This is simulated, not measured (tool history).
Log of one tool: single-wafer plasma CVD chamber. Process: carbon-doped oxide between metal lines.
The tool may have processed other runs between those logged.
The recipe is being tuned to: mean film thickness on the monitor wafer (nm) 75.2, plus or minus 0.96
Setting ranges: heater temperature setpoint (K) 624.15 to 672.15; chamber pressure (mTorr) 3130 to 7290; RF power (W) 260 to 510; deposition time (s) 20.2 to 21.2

run    day  heater temperature setpoint (K)  chamber pressure (mTorr)  RF power (W)  deposition time (s)  mean film thickness on the monitor wafer (nm)
  1      0                           648.15                      5210           385                 21.2                                         88.089
  2  0.221                           639.15                      5210           385                 21.2                                         90.047
  3  0.454                           646.15                      5210           385                 21.2                                         88.383
  4  0.758                           646.15                      4360           385                 21.2                                         86.592
  5  0.879                           646.15                      3820           385                 21.2                                         85.024
  6  0.954                           646.15                      3820           385                 20.2                                         80.662
  7  1.121                           650.15                      3640           385                 20.2                                          79.67
  8  1.488                           662.15                      3130           370                 20.2                                         74.091

4 next moves are on the table. One of them brings every result within its allowed miss. Which?
  A  1.854                           663.15                      3150           370                 20.6                                              ?
  B  1.854                           660.15                      3310           350                 20.4                                              ?
  C  1.854                           664.15                      3150           360                 20.5                                              ?
  D  1.854                           672.15                      3820           350                 20.5                                              ?

move  mean film thickness on the monitor wafer (nm)
   A                                         75.636
   B                                         72.171
   C                                         73.433
   D                                         72.285
A: every result lands within tolerance
B: moves away from the targets compared with the last run
C: moves away from the targets compared with the last run
D: moves away from the targets compared with the last run
So the answer is move A, the one that meets all the targets.
